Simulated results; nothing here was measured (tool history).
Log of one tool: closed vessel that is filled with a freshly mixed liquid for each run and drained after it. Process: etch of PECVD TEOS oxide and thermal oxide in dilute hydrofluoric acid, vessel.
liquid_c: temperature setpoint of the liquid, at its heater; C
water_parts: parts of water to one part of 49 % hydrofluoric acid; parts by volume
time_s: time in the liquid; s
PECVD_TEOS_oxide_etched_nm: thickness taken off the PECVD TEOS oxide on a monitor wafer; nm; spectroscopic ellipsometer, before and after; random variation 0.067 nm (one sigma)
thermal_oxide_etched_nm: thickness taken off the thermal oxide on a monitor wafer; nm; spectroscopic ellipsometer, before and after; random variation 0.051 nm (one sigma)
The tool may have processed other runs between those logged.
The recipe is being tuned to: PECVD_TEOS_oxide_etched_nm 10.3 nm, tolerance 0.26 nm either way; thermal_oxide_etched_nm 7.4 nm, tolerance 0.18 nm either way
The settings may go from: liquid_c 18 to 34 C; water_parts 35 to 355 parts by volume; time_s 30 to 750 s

run  hour  liquid_c  water_parts  time_s  PECVD_TEOS_oxide_etched_nm  thermal_oxide_etched_nm
  1     0        26          195     380                      13.059                   9.6295
  2   8.9      28.5          195     380                      14.581                   10.297
  3  11.2      28.5          195     230                      8.6575                    6.318
  4  16.7        25          195     230                      7.7353                   5.5814
  5  21.3      27.5          195     230                      8.4461                   6.0975
  6  24.1      27.5          265     230                      5.7815                   4.1648
     29.8  -- hydrofluoric acid flow meter replaced
  7  29.8      29.5          245     230                      7.2934                   5.2578
  8  30.7        31          235     230                      8.1391                    5.808
  9  37.9        32          230     230                      8.5879                   6.1665

4 next moves are on the table. One of them brings every result within its allowed miss. Which?
  A  45.1      32.5          140     130                           ?                        ?
  B  45.1        30          190     245                           ?                        ?
  C  45.1        34          275     300                           ?                        ?
  D  45.1        34          240     270                           ?                        ?

move  PECVD_TEOS_oxide_etched_nm  thermal_oxide_etched_nm
   A                      9.1106                   6.5665
   B                      10.849                   7.8197
   C                      9.4325                   6.7985
   D                       10.16                   7.3227
A: closes in on the targets versus the last run, not all within tolerance yet
B: pushes the last run's worst result past its target
C: closes in on the targets versus the last run, not all within tolerance yet
D: all results in spec
Go with D: it meets all targets.

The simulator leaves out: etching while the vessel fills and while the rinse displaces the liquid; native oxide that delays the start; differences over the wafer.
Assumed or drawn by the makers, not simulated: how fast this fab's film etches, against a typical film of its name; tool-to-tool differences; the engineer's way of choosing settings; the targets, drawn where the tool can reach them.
